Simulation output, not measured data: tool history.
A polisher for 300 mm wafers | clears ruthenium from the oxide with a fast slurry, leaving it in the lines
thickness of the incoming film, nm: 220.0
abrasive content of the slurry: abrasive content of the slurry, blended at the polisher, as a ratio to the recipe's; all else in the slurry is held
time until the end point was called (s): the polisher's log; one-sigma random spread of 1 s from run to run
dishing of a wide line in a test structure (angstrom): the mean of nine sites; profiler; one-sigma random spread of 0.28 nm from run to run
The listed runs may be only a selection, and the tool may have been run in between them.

run	hour	flow of slurry (ml/min)	pressure of the wafer on the pad (kPa)	speed of the pad under the wafer (m/s)	abrasive content of the slurry	overpolish time after the end point (s)	time until the end point was called (s)	dishing of a wide line in a test structure (angstrom)
1	0	145	15.9	1.2	1	18	57.968	564.53
2	2.3	155	15.9	1.2	1	18	58.705	575.35
3	8.2	130	14.5	1.18	1	14	66.649	401.25
4	8.8	115	13.1	1.22	1	11	71.881	307.65
5	17.5	130	13.1	1.22	1	11	68.838	314.59
6	24.9	130	13.1	1.22	0.9	11	73.258	297.6
7	28.8	135	12.4	1.28	0.8	9	75.24	243.08
8	33.9	155	11.7	1.32	0.65	5	78.828	133.27
9	37.4	115	13.1	1.32	0.7	5	72.675	145.02
10	40.9	120	12.4	1.32	0.75	5	74.008	142.17
11	41.9	110	11.7	1.32	0.75	13	78.885	329.81
12	48.6	110	13.1	1.26	0.65	12	77.191	300.6
13	50.3	120	13.1	1.28	0.6	11	77.733	280.82
14	51	120	12.4	1.32	0.6	10	78.93	259.58
15	52.2	110	9.7	1.6	0.5	5	89.227	121.71

What will run 16 give?
16	60.4	110	10.3	1.54	0.5	6	?	?

{"run 16": {"time until the end point was called (s)": 86.232, "dishing of a wide line in a test structure (angstrom)": 144.07}}

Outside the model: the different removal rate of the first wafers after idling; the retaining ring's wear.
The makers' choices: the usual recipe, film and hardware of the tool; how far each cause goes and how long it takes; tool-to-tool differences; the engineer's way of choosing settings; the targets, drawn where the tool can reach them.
